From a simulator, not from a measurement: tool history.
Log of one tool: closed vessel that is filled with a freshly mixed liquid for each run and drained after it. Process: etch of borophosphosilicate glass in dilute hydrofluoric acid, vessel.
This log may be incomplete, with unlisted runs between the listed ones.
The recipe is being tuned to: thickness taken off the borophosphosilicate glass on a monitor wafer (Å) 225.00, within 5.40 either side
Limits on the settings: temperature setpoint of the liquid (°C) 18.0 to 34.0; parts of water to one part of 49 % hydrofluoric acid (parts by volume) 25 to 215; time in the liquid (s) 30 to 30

run	hour	temperature setpoint of the liquid (°C)	parts of water to one part of 49 % hydrofluoric acid (parts by volume)	time in the liquid (s)	thickness taken off the borophosphosilicate glass on a monitor wafer (Å)
1	0.0	26.0	120	30	143.67
2	6.0	29.0	120	30	160.05
3	14.0	30.5	115	30	177.90
4	16.2	31.5	110	30	198.48
5	23.7	32.0	110	30	198.43
6	32.5	32.0	110	30	200.73
7	34.5	32.5	110	30	203.41
8	43.5	33.0	110	30	208.15
9	47.1	33.5	110	30	211.58

Exactly one of the 5 candidate moves below puts every result within its allowed miss. Which one?
A	50.7	33.5	120	30	?
B	50.7	33.5	100	30	?
C	50.7	32.5	95	30	?
D	50.7	34.0	110	30	?
E	50.7	33.5	105	30	?

move	thickness taken off the borophosphosilicate glass on a monitor wafer (Å)
A	190.78
B	235.94
C	241.27
D	215.08
E	223.00
A: the biggest miss grows against the last run
B: takes the biggest miss from the last run beyond its target
C: takes the biggest miss from the last run beyond its target
D: an improvement on the last run, though not all results are within tolerance
E: every result lands within tolerance
So the answer is move E, the one that meets all the targets.
